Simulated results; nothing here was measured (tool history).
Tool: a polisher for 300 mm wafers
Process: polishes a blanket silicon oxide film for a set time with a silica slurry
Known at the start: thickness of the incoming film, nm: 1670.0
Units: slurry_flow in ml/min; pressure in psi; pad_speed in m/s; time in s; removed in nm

run 1 hour=0.0 | slurry_flow=275 pressure=4.1 pad_speed=1.42 slurry_solids=1.0 time=43 | removed=174.38
run 2 hour=5.9 | slurry_flow=275 pressure=3.5 pad_speed=1.42 slurry_solids=1.0 time=43 | removed=154.25
run 3 hour=10.9 | slurry_flow=275 pressure=3.5 pad_speed=1.42 slurry_solids=1.0 time=43 | removed=153.15
run 4 hour=13.2 | slurry_flow=275 pressure=3.3 pad_speed=1.36 slurry_solids=1.0 time=43 | removed=144.94
run 5 hour=18.8 | slurry_flow=275 pressure=2.7 pad_speed=1.36 slurry_solids=1.0 time=43 | removed=118.34
run 6 hour=20.9 | slurry_flow=240 pressure=2.7 pad_speed=1.36 slurry_solids=1.0 time=43 | removed=123.47
run 7 hour=29.7 | slurry_flow=240 pressure=2.6 pad_speed=1.32 slurry_solids=1.0 time=43 | removed=113.22
run 8 hour=32.8 | slurry_flow=240 pressure=2.5 pad_speed=1.30 slurry_solids=1.0 time=43 | removed=109.52
run 9 hour=36.1 | slurry_flow=240 pressure=2.4 pad_speed=1.28 slurry_solids=1.0 time=43 | removed=104.14

Forecast run 10:
run 10 hour=39.2 | slurry_flow=240 pressure=2.3 pad_speed=1.26 slurry_solids=1.0 time=43 | removed=?

removed: 103.26 nm
